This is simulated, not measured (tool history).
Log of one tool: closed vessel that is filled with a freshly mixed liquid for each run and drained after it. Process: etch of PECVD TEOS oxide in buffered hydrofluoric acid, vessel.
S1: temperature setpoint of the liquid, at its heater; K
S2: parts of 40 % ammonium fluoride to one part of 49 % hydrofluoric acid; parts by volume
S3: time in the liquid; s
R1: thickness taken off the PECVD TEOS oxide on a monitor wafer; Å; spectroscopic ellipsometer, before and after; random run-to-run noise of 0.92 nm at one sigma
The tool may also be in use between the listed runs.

run,day,S1,S2,S3,R1
1,0,296.15,16,30,345.05
2,0.117,297.15,14.5,30,402.59
3,0.288,298.15,13,30,475.53
4,0.588,299.15,12,30,541.11
5,0.908,302.15,12,30,636.93
6,1.188,302.65,11,30,720.54
7,1.538,302.65,10.5,30,730.1

For run 8, what comes out?
8,1.658,302.65,10.5,30,?

Run 8 gave R1 740.19 Å.
